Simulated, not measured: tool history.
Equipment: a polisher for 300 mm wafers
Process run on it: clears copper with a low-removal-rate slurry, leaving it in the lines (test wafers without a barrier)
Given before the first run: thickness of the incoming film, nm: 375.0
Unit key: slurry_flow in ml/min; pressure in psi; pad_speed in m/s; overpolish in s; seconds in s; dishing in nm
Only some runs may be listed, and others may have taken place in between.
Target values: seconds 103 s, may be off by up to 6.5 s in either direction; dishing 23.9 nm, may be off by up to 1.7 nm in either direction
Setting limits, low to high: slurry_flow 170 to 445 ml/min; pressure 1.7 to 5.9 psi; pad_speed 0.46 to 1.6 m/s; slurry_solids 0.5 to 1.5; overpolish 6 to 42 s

| run | hour | slurry_flow | pressure | pad_speed | slurry_solids | overpolish | seconds | dishing |
|---|---|---|---|---|---|---|---|---|
| 1 | 0 | 285 | 3.8 | 1.02 | 1 | 21 | 101.43 | 48.639 |
| 2 | 6 | 285 | 3.5 | 1.06 | 1 | 16 | 102.5 | 37.846 |
| 3 | 10 | 285 | 3.2 | 1.06 | 1 | 16 | 112.98 | 35.819 |
| 4 | 15.6 | 280 | 3.1 | 1.1 | 1 | 13 | 114.33 | 28.855 |
| 5 | 21.6 | 280 | 3.1 | 1.12 | 1 | 11 | 110.43 | 25.965 |
| 6 | 28.8 | 280 | 3.1 | 1.12 | 1 | 6 | 112.06 | 15.352 |
| 7 | 36.4 | 280 | 3 | 1.16 | 1 | 7 | 109.35 | 17.49 |
| 8 | 43.7 | 280 | 2.9 | 1.24 | 1 | 14 | 110.34 | 32.916 |
| 9 | 50.6 | 280 | 3.1 | 1.2 | 1 | 13 | 104.27 | 30.363 |
| 10 | 55.5 | 280 | 3.2 | 1.18 | 1 | 12 | 103.65 | 29.513 |
| 11 | 62.7 | 285 | 3.2 | 1.16 | 1 | 11 | 106.59 | 28.406 |
| 12 | 70.9 | 270 | 3.2 | 1.16 | 1 | 11 | 101.91 | 27.679 |
| 13 | 76.1 | 275 | 3.2 | 1.16 | 1 | 11 | 104.16 | 26.967 |

5 candidate next runs follow, results not yet known. Just one meets every target within its allowed miss. Identify it.
| A | 81.3 | 285 | 3.6 | 1.04 | 0.9 | 11 | ? | ? |
| B | 81.3 | 280 | 3.4 | 1.18 | 1 | 13 | ? | ? |
| C | 81.3 | 280 | 3.2 | 1.14 | 1.2 | 9 | ? | ? |
| D | 81.3 | 445 | 3 | 1.34 | 0.6 | 13 | ? | ? |
| E | 81.3 | 255 | 3.3 | 1.14 | 1 | 8 | ? | ? |

| move | seconds | dishing |
|---|---|---|
| A | 106.79 | 26.593 |
| B | 97.787 | 32.811 |
| C | 103.07 | 23 |
| D | 104.36 | 30.985 |
| E | 105.17 | 20.391 |
A: closes in on the targets versus the last run, not all within tolerance yet
B: the biggest miss grows against the last run
C: each result inside its tolerance
D: the biggest miss grows against the last run
E: takes the biggest miss from the last run beyond its target
So the answer is move C, the one that meets all the targets.
